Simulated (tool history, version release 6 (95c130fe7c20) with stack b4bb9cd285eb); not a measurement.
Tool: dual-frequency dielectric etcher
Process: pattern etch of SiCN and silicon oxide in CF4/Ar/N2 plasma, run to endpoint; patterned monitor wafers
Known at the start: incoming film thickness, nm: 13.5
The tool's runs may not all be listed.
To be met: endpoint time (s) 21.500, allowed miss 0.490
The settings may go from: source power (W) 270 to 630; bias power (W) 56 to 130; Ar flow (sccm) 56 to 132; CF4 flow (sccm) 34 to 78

run 1 hour=0.0 | source_power_(W)=450 bias_power_(W)=93 Ar_flow_(sccm)=94 CF4_flow_(sccm)=56 | endpoint_time_(s)=16.858
run 2 hour=5.6 | source_power_(W)=450 bias_power_(W)=105 Ar_flow_(sccm)=94 CF4_flow_(sccm)=56 | endpoint_time_(s)=16.291
run 3 hour=8.7 | source_power_(W)=450 bias_power_(W)=105 Ar_flow_(sccm)=82 CF4_flow_(sccm)=56 | endpoint_time_(s)=16.168
run 4 hour=15.7 | source_power_(W)=450 bias_power_(W)=111 Ar_flow_(sccm)=82 CF4_flow_(sccm)=56 | endpoint_time_(s)=15.522
run 5 hour=19.1 | source_power_(W)=450 bias_power_(W)=127 Ar_flow_(sccm)=82 CF4_flow_(sccm)=56 | endpoint_time_(s)=14.648
run 6 hour=20.2 | source_power_(W)=410 bias_power_(W)=125 Ar_flow_(sccm)=83 CF4_flow_(sccm)=56 | endpoint_time_(s)=16.317
run 7 hour=24.0 | source_power_(W)=380 bias_power_(W)=124 Ar_flow_(sccm)=83 CF4_flow_(sccm)=56 | endpoint_time_(s)=17.612
run 8 hour=26.4 | source_power_(W)=290 bias_power_(W)=122 Ar_flow_(sccm)=83 CF4_flow_(sccm)=56 | endpoint_time_(s)=22.327

5 next moves are on the table. One of them brings every result within its allowed miss. Which?
run A hour=28.8 | source_power_(W)=300 bias_power_(W)=108 Ar_flow_(sccm)=91 CF4_flow_(sccm)=48 | endpoint_time_(s)=?
run B hour=28.8 | source_power_(W)=330 bias_power_(W)=110 Ar_flow_(sccm)=85 CF4_flow_(sccm)=62 | endpoint_time_(s)=?
run C hour=28.8 | source_power_(W)=310 bias_power_(W)=117 Ar_flow_(sccm)=93 CF4_flow_(sccm)=56 | endpoint_time_(s)=?
run D hour=28.8 | source_power_(W)=270 bias_power_(W)=126 Ar_flow_(sccm)=84 CF4_flow_(sccm)=54 | endpoint_time_(s)=?
run E hour=28.8 | source_power_(W)=270 bias_power_(W)=125 Ar_flow_(sccm)=84 CF4_flow_(sccm)=56 | endpoint_time_(s)=?

move=A endpoint_time_(s)=23.232
move=B endpoint_time_(s)=20.452
move=C endpoint_time_(s)=21.514
move=D endpoint_time_(s)=23.574
move=E endpoint_time_(s)=23.552
A: further off than the last run
B: takes the result that was furthest off past its target
C: meets every target
D: further off than the last run
E: further off than the last run
Move C is the one to make.

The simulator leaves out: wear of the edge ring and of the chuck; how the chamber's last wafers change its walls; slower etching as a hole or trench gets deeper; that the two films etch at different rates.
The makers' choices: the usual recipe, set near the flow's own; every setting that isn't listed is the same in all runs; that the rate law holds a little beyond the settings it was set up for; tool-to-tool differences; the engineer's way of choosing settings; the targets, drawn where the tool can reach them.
